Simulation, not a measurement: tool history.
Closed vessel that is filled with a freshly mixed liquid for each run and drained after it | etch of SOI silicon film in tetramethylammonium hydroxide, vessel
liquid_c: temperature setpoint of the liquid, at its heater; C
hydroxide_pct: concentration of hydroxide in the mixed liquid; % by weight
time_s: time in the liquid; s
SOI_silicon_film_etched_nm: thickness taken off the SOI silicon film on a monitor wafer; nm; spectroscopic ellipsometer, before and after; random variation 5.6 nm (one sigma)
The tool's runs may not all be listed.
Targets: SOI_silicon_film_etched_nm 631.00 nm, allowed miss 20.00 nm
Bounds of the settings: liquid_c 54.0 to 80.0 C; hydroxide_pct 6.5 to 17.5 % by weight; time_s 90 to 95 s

Run 1, hour 0.0: liquid_c 67.0 C, hydroxide_pct 12.0 % by weight, time_s 90 s. Result: SOI_silicon_film_etched_nm 530.19 nm.
Run 2, hour 2.1: liquid_c 67.0 C, hydroxide_pct 12.0 % by weight, time_s 90 s. Result: SOI_silicon_film_etched_nm 522.51 nm.
Run 3, hour 10.6: liquid_c 67.5 C, hydroxide_pct 12.0 % by weight, time_s 90 s. Result: SOI_silicon_film_etched_nm 542.73 nm.
Run 4, hour 15.7: liquid_c 68.0 C, hydroxide_pct 12.0 % by weight, time_s 90 s. Result: SOI_silicon_film_etched_nm 554.32 nm.
Run 5, hour 17.5: liquid_c 64.0 C, hydroxide_pct 12.0 % by weight, time_s 90 s. Result: SOI_silicon_film_etched_nm 435.91 nm.
Run 6, hour 18.8: liquid_c 59.5 C, hydroxide_pct 12.0 % by weight, time_s 90 s. Result: SOI_silicon_film_etched_nm 328.01 nm.
Run 7, hour 20.6: liquid_c 61.5 C, hydroxide_pct 12.0 % by weight, time_s 90 s. Result: SOI_silicon_film_etched_nm 371.05 nm.
Run 8, hour 28.4: liquid_c 63.0 C, hydroxide_pct 12.0 % by weight, time_s 90 s. Result: SOI_silicon_film_etched_nm 412.00 nm.
Run 9, hour 36.7: liquid_c 64.0 C, hydroxide_pct 12.0 % by weight, time_s 90 s. Result: SOI_silicon_film_etched_nm 433.54 nm.

5 next moves are on the table. One of them brings every result within its allowed miss. Which?
Run A, hour 45.0: liquid_c 68.5 C, hydroxide_pct 13.5 % by weight, time_s 95 s. Result: SOI_silicon_film_etched_nm ?.
Run B, hour 45.0: liquid_c 68.0 C, hydroxide_pct 12.0 % by weight, time_s 95 s. Result: SOI_silicon_film_etched_nm ?.
Run C, hour 45.0: liquid_c 67.5 C, hydroxide_pct 10.5 % by weight, time_s 95 s. Result: SOI_silicon_film_etched_nm ?.
Run D, hour 45.0: liquid_c 70.0 C, hydroxide_pct 13.5 % by weight, time_s 95 s. Result: SOI_silicon_film_etched_nm ?.
Run E, hour 45.0: liquid_c 66.0 C, hydroxide_pct 9.0 % by weight, time_s 95 s. Result: SOI_silicon_film_etched_nm ?.

move  SOI_silicon_film_etched_nm
   A                      573.65
   B                      586.67
   C                      598.39
   D                      626.70
   E                      579.25
A: nearer than the last run, and not there yet
B: nearer than the last run, and not there yet
C: nearer than the last run, and not there yet
D: meets every target
E: nearer than the last run, and not there yet
Move D is the one to make.
